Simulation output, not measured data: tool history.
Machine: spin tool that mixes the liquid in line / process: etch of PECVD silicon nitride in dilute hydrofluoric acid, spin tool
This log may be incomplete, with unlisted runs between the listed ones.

run,day,temperature setpoint of the liquid (K),parts of water to one part of 49 % hydrofluoric acid (parts by volume),time under the liquid (s),thickness taken off the PECVD silicon nitride on a monitor wafer (angstrom)
1,0.000,293.15,250,315,53.274
2,0.088,294.15,250,315,57.009
3,0.338,295.15,250,315,60.756
4,0.525,295.65,250,315,62.992
5,0.696,296.15,250,315,65.298
6,0.900,296.15,185,315,86.648
7,1.096,296.15,185,315,86.366
8,1.217,295.65,185,315,84.534

Estimate the outcome of run 9 from the log above:
9,1.371,295.15,185,315,?

{"run 9": {"thickness taken off the PECVD silicon nitride on a monitor wafer (angstrom)": 81.258}}

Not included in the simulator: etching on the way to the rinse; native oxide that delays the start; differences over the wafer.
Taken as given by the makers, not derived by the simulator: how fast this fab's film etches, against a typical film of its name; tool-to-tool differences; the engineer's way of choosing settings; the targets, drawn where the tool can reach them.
